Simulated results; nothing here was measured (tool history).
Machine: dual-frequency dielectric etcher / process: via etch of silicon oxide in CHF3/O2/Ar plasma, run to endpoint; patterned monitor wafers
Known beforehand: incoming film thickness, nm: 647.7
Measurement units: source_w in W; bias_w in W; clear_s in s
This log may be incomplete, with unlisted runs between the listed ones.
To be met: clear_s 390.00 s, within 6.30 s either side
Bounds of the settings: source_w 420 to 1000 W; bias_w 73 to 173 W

| run | hour | source_w | bias_w | clear_s |
|---|---|---|---|---|
| 1 | 0.0 | 710 | 123 | 351.36 |
| 2 | 3.2 | 710 | 131 | 343.58 |
| 3 | 12.0 | 590 | 131 | 373.07 |
| 4 | 16.2 | 590 | 150 | 356.18 |
| 5 | 20.9 | 570 | 150 | 357.86 |
| 6 | 22.1 | 550 | 150 | 361.55 |
| 7 | 24.7 | 530 | 150 | 366.31 |
| 8 | 27.9 | 520 | 150 | 370.66 |
| 9 | 31.7 | 510 | 150 | 377.38 |
| 10 | 39.1 | 500 | 150 | 374.72 |
| 11 | 45.2 | 500 | 150 | 376.25 |
| 12 | 48.7 | 430 | 148 | 398.25 |

Next run, 5 choices. One meets every target within its allowed miss, the rest don't. Which?
| A | 52.2 | 430 | 136 | ? |
| B | 52.2 | 460 | 162 | ? |
| C | 52.2 | 500 | 136 | ? |
| D | 52.2 | 420 | 144 | ? |
| E | 52.2 | 420 | 147 | ? |

| move | clear_s |
|---|---|
| A | 409.15 |
| B | 376.85 |
| C | 387.32 |
| D | 404.97 |
| E | 402.21 |
A: further off than the last run
B: takes the result that was furthest off past its target
C: every result lands within tolerance
D: further off than the last run
E: further off than the last run
So the answer is move C, the one that meets all the targets.
